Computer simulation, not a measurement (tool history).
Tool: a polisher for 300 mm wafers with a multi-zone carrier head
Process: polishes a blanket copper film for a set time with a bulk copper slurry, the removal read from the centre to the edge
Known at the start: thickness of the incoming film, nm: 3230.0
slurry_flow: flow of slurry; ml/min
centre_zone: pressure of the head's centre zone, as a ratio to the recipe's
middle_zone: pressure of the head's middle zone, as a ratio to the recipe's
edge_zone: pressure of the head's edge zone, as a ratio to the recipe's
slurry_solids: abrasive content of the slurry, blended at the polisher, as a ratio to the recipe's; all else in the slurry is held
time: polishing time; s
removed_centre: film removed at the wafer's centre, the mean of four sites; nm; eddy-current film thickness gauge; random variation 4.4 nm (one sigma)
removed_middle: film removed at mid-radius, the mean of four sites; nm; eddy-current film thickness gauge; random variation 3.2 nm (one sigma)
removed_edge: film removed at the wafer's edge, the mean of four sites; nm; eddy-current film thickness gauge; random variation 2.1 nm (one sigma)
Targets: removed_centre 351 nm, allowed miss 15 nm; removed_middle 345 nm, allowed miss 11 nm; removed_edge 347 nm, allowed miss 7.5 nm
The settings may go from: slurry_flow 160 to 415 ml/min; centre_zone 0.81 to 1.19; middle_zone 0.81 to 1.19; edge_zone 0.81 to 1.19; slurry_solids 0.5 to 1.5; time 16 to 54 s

{"run": 1, "hour": 0.0, "slurry_flow": 265, "centre_zone": 1, "middle_zone": 1, "edge_zone": 1, "slurry_solids": 1, "time": 35, "removed_centre": 291.05, "removed_middle": 290.23, "removed_edge": 296.75}
{"run": 2, "hour": 3.3, "slurry_flow": 285, "centre_zone": 1.03, "middle_zone": 1.03, "edge_zone": 1.05, "slurry_solids": 1.05, "time": 35, "removed_centre": 305.09, "removed_middle": 303.4, "removed_edge": 309.77}
{"run": 3, "hour": 11.3, "slurry_flow": 300, "centre_zone": 1.06, "middle_zone": 1.05, "edge_zone": 1.09, "slurry_solids": 1.1, "time": 35, "removed_centre": 310.68, "removed_middle": 314.12, "removed_edge": 315.64}
{"run": 4, "hour": 20.3, "slurry_flow": 300, "centre_zone": 1.06, "middle_zone": 1.05, "edge_zone": 1.09, "slurry_solids": 1.1, "time": 41, "removed_centre": 367.68, "removed_middle": 366.57, "removed_edge": 374.7}
{"run": 5, "hour": 21.0, "slurry_flow": 290, "centre_zone": 1.05, "middle_zone": 1.05, "edge_zone": 1.06, "slurry_solids": 1.05, "time": 41, "removed_centre": 362.75, "removed_middle": 363.73, "removed_edge": 362.84}
{"run": 6, "hour": 26.8, "slurry_flow": 290, "centre_zone": 1, "middle_zone": 1.05, "edge_zone": 1.06, "slurry_solids": 1.05, "time": 41, "removed_centre": 343.96, "removed_middle": 356.54, "removed_edge": 362.14}
{"run": 7, "hour": 29.5, "slurry_flow": 285, "centre_zone": 1.01, "middle_zone": 1.04, "edge_zone": 1.04, "slurry_solids": 1.05, "time": 41, "removed_centre": 352.65, "removed_middle": 360.63, "removed_edge": 357.68}
{"run": 8, "hour": 33.2, "slurry_flow": 280, "centre_zone": 1.01, "middle_zone": 1.03, "edge_zone": 1.03, "slurry_solids": 1.05, "time": 41, "removed_centre": 340.33, "removed_middle": 355.89, "removed_edge": 360.44}

4 next moves are on the table. One of them brings every result within its allowed miss. Which?
{"run": "A", "hour": 36.9, "slurry_flow": 205, "centre_zone": 1.01, "middle_zone": 0.96, "edge_zone": 0.81, "slurry_solids": 0.95, "time": 45, "removed_centre": "?", "removed_middle": "?", "removed_edge": "?"}
{"run": "B", "hour": 36.9, "slurry_flow": 260, "centre_zone": 1.06, "middle_zone": 0.95, "edge_zone": 1.06, "slurry_solids": 1.15, "time": 41, "removed_centre": "?", "removed_middle": "?", "removed_edge": "?"}
{"run": "C", "hour": 36.9, "slurry_flow": 230, "centre_zone": 0.88, "middle_zone": 0.95, "edge_zone": 1.06, "slurry_solids": 1.25, "time": 42, "removed_centre": "?", "removed_middle": "?", "removed_edge": "?"}
{"run": "D", "hour": 36.9, "slurry_flow": 305, "centre_zone": 0.93, "middle_zone": 1.01, "edge_zone": 0.85, "slurry_solids": 1.3, "time": 41, "removed_centre": "?", "removed_middle": "?", "removed_edge": "?"}

move=A removed_centre=351.73 removed_middle=348.93 removed_edge=343.03
move=B removed_centre=357.24 removed_middle=338.11 removed_edge=365.53
move=C removed_centre=321.88 removed_middle=347.61 removed_edge=376.92
move=D removed_centre=341.02 removed_middle=371.95 removed_edge=351.46
A: meets every target
B: further off than the last run
C: further off than the last run
D: brings the result that was furthest off to its target, and leaves another outside
Answer: A
